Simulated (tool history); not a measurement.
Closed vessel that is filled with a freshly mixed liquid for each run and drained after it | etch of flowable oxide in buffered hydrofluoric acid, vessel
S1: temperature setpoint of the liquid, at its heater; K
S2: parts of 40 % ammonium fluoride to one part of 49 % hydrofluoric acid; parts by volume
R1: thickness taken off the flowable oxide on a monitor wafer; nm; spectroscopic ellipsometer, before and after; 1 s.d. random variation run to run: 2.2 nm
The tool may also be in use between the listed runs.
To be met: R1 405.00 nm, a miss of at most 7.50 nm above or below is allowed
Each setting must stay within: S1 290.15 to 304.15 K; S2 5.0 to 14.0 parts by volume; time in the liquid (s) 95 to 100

{"run": 1, "hour": 0.0, "S1": 296.15, "S2": 8.5, "time in the liquid (s)": 95, "R1": 354.68}
{"run": 2, "hour": 7.0, "S1": 296.15, "S2": 7.0, "time in the liquid (s)": 95, "R1": 445.96}
{"run": 3, "hour": 11.8, "S1": 296.15, "S2": 6.0, "time in the liquid (s)": 95, "R1": 503.11}
{"run": 4, "hour": 16.5, "S1": 295.15, "S2": 6.0, "time in the liquid (s)": 95, "R1": 475.96}
{"run": 5, "hour": 24.5, "S1": 294.65, "S2": 6.0, "time in the liquid (s)": 95, "R1": 460.43}
{"run": 6, "hour": 27.4, "S1": 294.15, "S2": 6.0, "time in the liquid (s)": 95, "R1": 451.01}
{"run": 7, "hour": 29.3, "S1": 293.65, "S2": 6.0, "time in the liquid (s)": 95, "R1": 439.05}
{"run": 8, "hour": 34.6, "S1": 293.15, "S2": 6.0, "time in the liquid (s)": 95, "R1": 427.17}
{"run": 9, "hour": 42.1, "S1": 292.65, "S2": 6.0, "time in the liquid (s)": 95, "R1": 414.22}

Exactly one of the 5 candidate moves below puts every result within its allowed miss. Which one?
{"run": "A", "hour": 49.6, "S1": 290.15, "S2": 5.5, "time in the liquid (s)": 100, "R1": "?"}
{"run": "B", "hour": 49.6, "S1": 291.15, "S2": 5.5, "time in the liquid (s)": 100, "R1": "?"}
{"run": "C", "hour": 49.6, "S1": 294.65, "S2": 6.5, "time in the liquid (s)": 95, "R1": "?"}
{"run": "D", "hour": 49.6, "S1": 292.15, "S2": 6.0, "time in the liquid (s)": 100, "R1": "?"}
{"run": "E", "hour": 49.6, "S1": 293.15, "S2": 6.5, "time in the liquid (s)": 100, "R1": "?"}

move=A R1=411.43
move=B R1=435.48
move=C R1=436.12
move=D R1=427.96
move=E R1=422.32
A: all results in spec
B: lands further from the targets than the last run did
C: lands further from the targets than the last run did
D: lands further from the targets than the last run did
E: lands further from the targets than the last run did
A meets every target.
